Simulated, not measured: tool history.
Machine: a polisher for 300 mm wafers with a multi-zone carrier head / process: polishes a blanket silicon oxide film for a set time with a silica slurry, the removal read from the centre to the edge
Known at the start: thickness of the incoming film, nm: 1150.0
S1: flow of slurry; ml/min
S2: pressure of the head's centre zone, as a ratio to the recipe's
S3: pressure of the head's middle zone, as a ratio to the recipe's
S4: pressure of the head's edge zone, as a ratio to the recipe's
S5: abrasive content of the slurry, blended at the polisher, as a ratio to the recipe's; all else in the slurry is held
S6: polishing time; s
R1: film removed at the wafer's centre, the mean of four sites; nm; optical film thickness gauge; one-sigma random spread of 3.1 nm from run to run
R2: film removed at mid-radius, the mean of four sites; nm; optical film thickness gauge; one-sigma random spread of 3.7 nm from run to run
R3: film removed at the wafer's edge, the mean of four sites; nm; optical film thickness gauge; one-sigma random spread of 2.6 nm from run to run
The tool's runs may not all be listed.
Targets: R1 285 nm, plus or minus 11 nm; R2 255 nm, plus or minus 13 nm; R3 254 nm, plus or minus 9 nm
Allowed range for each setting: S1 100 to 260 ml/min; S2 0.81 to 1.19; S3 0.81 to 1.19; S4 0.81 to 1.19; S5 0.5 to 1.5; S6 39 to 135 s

run	hour	S1	S2	S3	S4	S5	S6	R1	R2	R3
1	0	165	1	1	1	1	87	390.63	379.46	383.72
2	1.3	165	1	1.05	1	1	87	386.68	384.43	385.81
3	7.8	165	1	1.05	1	1.15	87	404.98	415.51	402.56
4	15.9	165	1	1.05	1	1.35	87	431.06	429.84	434.63
5	24.3	165	1	1.03	0.99	1.25	85	408.56	404.86	403.49
6	31.8	165	1.03	1.03	0.99	1.25	85	424.14	412.5	407.97
7	35.7	165	1.03	1.01	0.98	1.15	83	406.31	384.2	384.56
8	40.3	150	1	0.96	0.88	0.9	70	290.38	275.6	268.51
9	42.7	145	1	0.95	0.88	0.9	70	287.56	273.83	274.74
10	50.3	145	1.01	0.95	0.87	0.9	70	289.52	271.99	270.41
11	56.8	145	1.01	0.95	0.86	0.9	70	297.59	274.8	273.57
12	64.5	145	1.01	0.95	0.86	0.9	70	290.23	277.06	275.01
13	69.6	150	1.01	0.95	0.86	0.85	70	285.92	265	264.23

4 next moves are on the table. One of them brings every result within its allowed miss. Which?
A	74.7	180	0.9	0.95	0.9	0.85	71	?	?	?
B	74.7	140	1.07	1.12	0.81	0.75	70	?	?	?
C	74.7	120	1.09	0.98	0.87	0.75	73	?	?	?
D	74.7	165	1.01	1.11	0.81	0.95	65	?	?	?

move	R1	R2	R3
A	267.78	283.1	283.35
B	281.38	281.52	242.84
C	285.66	257.14	254.7
D	283.75	297.71	255.9
A: further off than the last run
B: moves the result that the last run missed by most past its target, out the other side
C: all results in spec
D: corrects the largest miss of the last run, while another result sits out of spec
Answer: C

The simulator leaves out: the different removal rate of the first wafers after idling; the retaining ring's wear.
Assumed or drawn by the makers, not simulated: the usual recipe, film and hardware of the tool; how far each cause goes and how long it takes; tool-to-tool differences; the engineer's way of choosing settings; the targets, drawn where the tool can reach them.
